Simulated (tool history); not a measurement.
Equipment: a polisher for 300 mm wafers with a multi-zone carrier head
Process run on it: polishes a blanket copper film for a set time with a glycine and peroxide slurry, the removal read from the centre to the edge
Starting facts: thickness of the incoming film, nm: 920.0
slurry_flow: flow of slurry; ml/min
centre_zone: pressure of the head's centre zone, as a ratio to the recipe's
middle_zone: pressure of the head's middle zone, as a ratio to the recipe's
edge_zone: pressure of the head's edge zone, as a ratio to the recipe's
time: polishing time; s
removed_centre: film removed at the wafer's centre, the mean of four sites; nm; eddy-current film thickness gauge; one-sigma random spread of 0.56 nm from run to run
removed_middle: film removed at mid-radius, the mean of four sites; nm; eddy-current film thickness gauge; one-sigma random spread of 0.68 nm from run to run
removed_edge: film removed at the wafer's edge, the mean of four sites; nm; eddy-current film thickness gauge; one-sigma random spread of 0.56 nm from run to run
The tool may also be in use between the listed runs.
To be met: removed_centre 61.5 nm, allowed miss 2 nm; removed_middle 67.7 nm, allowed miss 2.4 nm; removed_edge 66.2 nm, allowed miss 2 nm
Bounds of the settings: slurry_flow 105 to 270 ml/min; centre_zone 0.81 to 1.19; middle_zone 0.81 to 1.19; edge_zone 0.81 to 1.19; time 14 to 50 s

run	hour	slurry_flow	centre_zone	middle_zone	edge_zone	time	removed_centre	removed_middle	removed_edge
1	0	175	1	1	1	32	90.111	92.958	89.642
2	1.3	175	1	1.06	1	32	91.656	98.638	90.915
3	8.1	175	1.06	1.06	1	32	96.788	99.468	90.17
4	15.6	175	1.06	1.06	1	35	104.33	108.64	98.538
5	22.5	170	1.03	1.04	0.98	33	94.994	101.85	90.647
6	30.4	165	1.01	1.01	0.97	32	90.131	93.747	88.102
7	38.7	160	0.99	1	0.95	31	86.601	89.024	86.184
8	43	160	0.9	1.03	0.94	22	55.214	67.149	60.166

Next run, 5 choices. One meets every target within its allowed miss, the rest don't. Which?
A	47.3	195	0.93	0.99	1.02	23	?	?	?
B	47.3	135	0.88	1.11	0.94	21	?	?	?
C	47.3	145	0.84	0.86	0.96	26	?	?	?
D	47.3	155	0.89	0.88	0.98	26	?	?	?
E	47.3	140	0.81	1.07	1.03	23	?	?	?

move	removed_centre	removed_middle	removed_edge
A	62.14	69.304	67.167
B	50.952	66.59	56.924
C	60.746	67.18	71.914
D	65.046	69.049	73.064
E	51.601	71.046	65.405
A: meets every target
B: further off than the last run
C: corrects the largest miss of the last run, while another result sits out of spec
D: carries the result that was furthest off beyond its target, to the other side
E: further off than the last run
The move that meets every target is A.

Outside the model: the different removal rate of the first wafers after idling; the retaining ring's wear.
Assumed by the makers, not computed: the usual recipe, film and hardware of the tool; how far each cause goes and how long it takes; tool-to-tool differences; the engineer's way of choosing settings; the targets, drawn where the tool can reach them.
